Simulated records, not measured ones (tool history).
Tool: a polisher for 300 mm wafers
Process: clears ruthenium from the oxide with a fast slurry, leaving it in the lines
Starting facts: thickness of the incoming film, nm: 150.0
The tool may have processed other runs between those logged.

run    day  flow of slurry (ml/min)  pressure of the wafer on the pad (kPa)  speed of the pad under the wafer (m/s)  abrasive content of the slurry  overpolish time after the end point (s)  time until the end point was called (s)  dishing of a wide line in a test structure (angstrom)
  1      0                      235                                    19.3                                    1.14                               1                                       28                                   29.633                                                 732.43
  2  0.325                      235                                      20                                    1.14                               1                                       28                                   28.616                                                 763.85
  3  0.692                      235                                      20                                    1.02                               1                                       28                                   32.116                                                 687.53
  4  0.996                      235                                      20                                    1.02                               1                                       40                                   31.513                                                 843.32
  5  1.062                      235                                    21.4                                    1.02                               1                                       39                                   30.123                                                 900.12
  6  1.154                      235                                    21.4                                    1.02                             1.1                                       39                                   28.397                                                 907.42
  7  1.412                      235                                    22.1                                    1.02                             1.1                                       38                                   27.539                                                 886.71
  8  1.612                      235                                    22.8                                    1.02                             1.1                                       37                                   25.896                                                 889.29
  9  1.838                      235                                    23.4                                    1.02                             1.1                                       37                                   25.623                                                 906.42
 10  2.038                      235                                    24.1                                    1.02                             1.1                                       37                                   25.069                                                 932.23
 11  2.279                      235                                    24.8                                    1.04                             1.1                                       36                                   23.915                                                 916.78
 12  2.596                      235                                    25.5                                    1.06                             1.1                                       36                                   22.298                                                  971.6
 13  2.842                      235                                    26.2                                    1.06                             1.1                                       36                                    22.42                                                  945.7
 14  2.867                      235                                    26.9                                    1.08                             1.1                                       36                                   21.372                                                 1013.5
 15  3.229                      235                                    27.6                                    1.08                             1.1                                       35                                    20.83                                                 986.43

The next listed run, before its measurement:
 16  3.338                      240                                      29                                    1.14                             1.1                                       33                                        ?                                                      ?

Run 16 measured time until the end point was called (s) 19.117, dishing of a wide line in a test structure (angstrom) 1036.6.
